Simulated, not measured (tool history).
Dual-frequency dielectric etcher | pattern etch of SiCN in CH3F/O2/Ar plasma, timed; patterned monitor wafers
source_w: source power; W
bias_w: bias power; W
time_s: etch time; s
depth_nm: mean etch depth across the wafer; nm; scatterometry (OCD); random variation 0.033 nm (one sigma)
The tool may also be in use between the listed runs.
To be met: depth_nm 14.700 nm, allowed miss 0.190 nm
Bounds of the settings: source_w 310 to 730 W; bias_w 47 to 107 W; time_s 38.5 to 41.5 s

{"run": 1, "day": 0.0, "source_w": 520, "bias_w": 77, "time_s": 41.5, "depth_nm": 16.719}
{"run": 2, "day": 0.083, "source_w": 520, "bias_w": 71, "time_s": 41.5, "depth_nm": 16.005}
{"run": 3, "day": 0.404, "source_w": 510, "bias_w": 71, "time_s": 41.5, "depth_nm": 15.883}
{"run": 4, "day": 0.746, "source_w": 510, "bias_w": 71, "time_s": 41.5, "depth_nm": 15.942}
{"run": 5, "day": 0.767, "source_w": 510, "bias_w": 81, "time_s": 41.5, "depth_nm": 16.868}
{"run": 6, "day": 1.067, "source_w": 510, "bias_w": 73, "time_s": 41.5, "depth_nm": 16.133}
{"run": 7, "day": 1.279, "source_w": 500, "bias_w": 73, "time_s": 41.5, "depth_nm": 15.995}
{"run": 8, "day": 1.617, "source_w": 490, "bias_w": 73, "time_s": 41.5, "depth_nm": 15.86}
{"run": 9, "day": 1.658, "source_w": 480, "bias_w": 73, "time_s": 41.5, "depth_nm": 15.733}
{"run": 10, "day": 1.829, "source_w": 470, "bias_w": 73, "time_s": 41.5, "depth_nm": 15.691}
{"run": 11, "day": 1.917, "source_w": 460, "bias_w": 73, "time_s": 41.5, "depth_nm": 15.497}
{"run": 12, "day": 2.121, "source_w": 450, "bias_w": 73, "time_s": 41.5, "depth_nm": 15.352}
{"run": 13, "day": 2.229, "source_w": 440, "bias_w": 73, "time_s": 41.5, "depth_nm": 15.285}
{"run": 14, "day": 2.329, "source_w": 430, "bias_w": 73, "time_s": 41.5, "depth_nm": 15.166}

5 next moves are on the table. One of them brings every result within its allowed miss. Which?
{"run": "A", "day": 2.429, "source_w": 310, "bias_w": 89, "time_s": 41.5, "depth_nm": "?"}
{"run": "B", "day": 2.429, "source_w": 370, "bias_w": 88, "time_s": 40.5, "depth_nm": "?"}
{"run": "C", "day": 2.429, "source_w": 510, "bias_w": 69, "time_s": 40.0, "depth_nm": "?"}
{"run": "D", "day": 2.429, "source_w": 450, "bias_w": 76, "time_s": 40.5, "depth_nm": "?"}
{"run": "E", "day": 2.429, "source_w": 420, "bias_w": 75, "time_s": 39.0, "depth_nm": "?"}

move=A depth_nm=14.785
move=B depth_nm=15.280
move=C depth_nm=15.114
move=D depth_nm=15.297
move=E depth_nm=14.274
A: meets every target
B: further off than the last run
C: nearer than the last run, and not there yet
D: further off than the last run
E: takes the result that was furthest off past its target
The right move is A.

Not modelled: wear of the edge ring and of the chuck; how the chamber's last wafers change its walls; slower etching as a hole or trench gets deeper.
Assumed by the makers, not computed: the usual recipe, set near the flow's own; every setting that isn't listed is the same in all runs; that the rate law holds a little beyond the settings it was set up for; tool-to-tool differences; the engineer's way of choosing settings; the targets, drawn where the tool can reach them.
